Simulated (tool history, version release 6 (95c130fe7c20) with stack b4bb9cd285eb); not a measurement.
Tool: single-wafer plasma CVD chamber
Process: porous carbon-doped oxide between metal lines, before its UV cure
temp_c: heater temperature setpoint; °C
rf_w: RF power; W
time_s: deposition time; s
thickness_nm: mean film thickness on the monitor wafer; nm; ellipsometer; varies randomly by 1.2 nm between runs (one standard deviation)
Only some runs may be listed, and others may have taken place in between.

| run | hour | temp_c | rf_w | time_s | thickness_nm |
|---|---|---|---|---|---|
| 1 | 0.0 | 305 | 655 | 35.7 | 226.03 |
| 2 | 7.4 | 310 | 655 | 35.7 | 220.59 |
| 3 | 10.9 | 307 | 665 | 35.7 | 225.56 |
| 4 | 18.5 | 307 | 665 | 35.7 | 226.32 |
| 5 | 25.5 | 307 | 760 | 35.7 | 253.12 |
| 6 | 28.1 | 303 | 760 | 35.7 | 255.26 |

Forecast run 7:
| 7 | 36.5 | 301 | 760 | 35.7 | ? |

Run 7 produced thickness_nm 260.43 nm.

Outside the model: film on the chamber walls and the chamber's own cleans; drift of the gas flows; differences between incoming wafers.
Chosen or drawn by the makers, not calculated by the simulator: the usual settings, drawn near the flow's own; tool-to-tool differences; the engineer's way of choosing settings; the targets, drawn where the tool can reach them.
